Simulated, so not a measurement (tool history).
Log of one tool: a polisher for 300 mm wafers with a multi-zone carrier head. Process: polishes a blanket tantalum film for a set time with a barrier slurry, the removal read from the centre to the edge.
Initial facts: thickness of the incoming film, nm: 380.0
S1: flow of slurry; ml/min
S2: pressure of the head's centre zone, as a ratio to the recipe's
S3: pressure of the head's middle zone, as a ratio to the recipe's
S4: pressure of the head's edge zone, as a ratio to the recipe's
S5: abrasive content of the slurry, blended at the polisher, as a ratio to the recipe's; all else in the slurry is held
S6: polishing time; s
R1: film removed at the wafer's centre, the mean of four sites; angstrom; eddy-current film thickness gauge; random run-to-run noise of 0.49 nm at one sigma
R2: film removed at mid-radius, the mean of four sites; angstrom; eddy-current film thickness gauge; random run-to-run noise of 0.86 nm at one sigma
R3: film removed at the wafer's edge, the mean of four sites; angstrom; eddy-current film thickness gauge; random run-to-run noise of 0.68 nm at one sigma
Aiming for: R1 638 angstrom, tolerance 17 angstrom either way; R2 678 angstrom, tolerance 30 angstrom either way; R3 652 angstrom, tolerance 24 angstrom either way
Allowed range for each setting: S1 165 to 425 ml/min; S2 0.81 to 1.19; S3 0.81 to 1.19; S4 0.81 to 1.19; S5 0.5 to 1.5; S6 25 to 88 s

| run | hour | S1 | S2 | S3 | S4 | S5 | S6 | R1 | R2 | R3 |
|---|---|---|---|---|---|---|---|---|---|---|
| 1 | 0 | 275 | 1 | 1 | 1 | 1 | 56 | 1086.2 | 1084.4 | 1076.4 |
| 2 | 5.5 | 275 | 1 | 1 | 0.95 | 1 | 56 | 1081.8 | 1108.7 | 1041 |
| 3 | 8.7 | 270 | 0.98 | 0.98 | 0.93 | 0.9 | 54 | 999.52 | 983.36 | 997.96 |
| 4 | 15.9 | 270 | 0.98 | 0.98 | 0.93 | 0.8 | 54 | 960.66 | 954.92 | 930.09 |
| 5 | 20.4 | 270 | 1.05 | 0.98 | 0.93 | 0.8 | 54 | 1014.4 | 942.79 | 938.47 |
| 6 | 24.7 | 270 | 1.03 | 0.99 | 0.92 | 0.75 | 52 | 951.73 | 912.52 | 897.07 |
| 7 | 25.9 | 270 | 1.01 | 0.99 | 0.91 | 0.7 | 50 | 884.11 | 852.18 | 833.51 |
| 8 | 34.3 | 270 | 0.99 | 0.99 | 0.9 | 0.65 | 49 | 822.21 | 814.39 | 783.51 |
| 9 | 38 | 270 | 0.97 | 0.98 | 0.89 | 0.6 | 48 | 772.83 | 778.84 | 762.41 |
| 10 | 39 | 270 | 0.96 | 0.98 | 0.88 | 0.6 | 47 | 748.34 | 771.19 | 732.51 |
| 11 | 42.9 | 245 | 0.86 | 0.88 | 0.81 | 0.5 | 45 | 594.37 | 640.59 | 636.19 |
| 12 | 50.7 | 255 | 0.87 | 0.89 | 0.81 | 0.5 | 45 | 617.36 | 620.81 | 634.58 |
| 13 | 57.9 | 255 | 0.87 | 0.9 | 0.81 | 0.5 | 45 | 603.76 | 641.03 | 627.4 |
| 14 | 60 | 255 | 0.87 | 0.9 | 0.81 | 0.5 | 45 | 603.67 | 651.05 | 641.9 |
| 15 | 63.2 | 260 | 0.88 | 0.91 | 0.81 | 0.5 | 45 | 613.85 | 650.06 | 629.9 |
| 16 | 71.7 | 260 | 0.88 | 0.91 | 0.82 | 0.5 | 45 | 612.75 | 648.14 | 631.03 |

4 next moves are on the table. One of them brings every result within its allowed miss. Which?
| A | 80.2 | 245 | 0.85 | 0.89 | 0.9 | 0.55 | 45 | ? | ? | ? |
| B | 80.2 | 295 | 0.88 | 0.93 | 0.81 | 0.5 | 46 | ? | ? | ? |
| C | 80.2 | 255 | 0.97 | 0.93 | 0.81 | 0.5 | 45 | ? | ? | ? |
| D | 80.2 | 205 | 0.81 | 0.89 | 0.89 | 0.5 | 48 | ? | ? | ? |

| move | R1 | R2 | R3 |
|---|---|---|---|
| A | 602.94 | 643.5 | 696.27 |
| B | 633.81 | 675.71 | 668.48 |
| C | 671.17 | 649.47 | 645.46 |
| D | 575.91 | 647.34 | 701.42 |
A: its largest miss is bigger than the last run's
B: meets every target
C: moves the result that the last run missed by most past its target, out the other side
D: its largest miss is bigger than the last run's
The right move is B.

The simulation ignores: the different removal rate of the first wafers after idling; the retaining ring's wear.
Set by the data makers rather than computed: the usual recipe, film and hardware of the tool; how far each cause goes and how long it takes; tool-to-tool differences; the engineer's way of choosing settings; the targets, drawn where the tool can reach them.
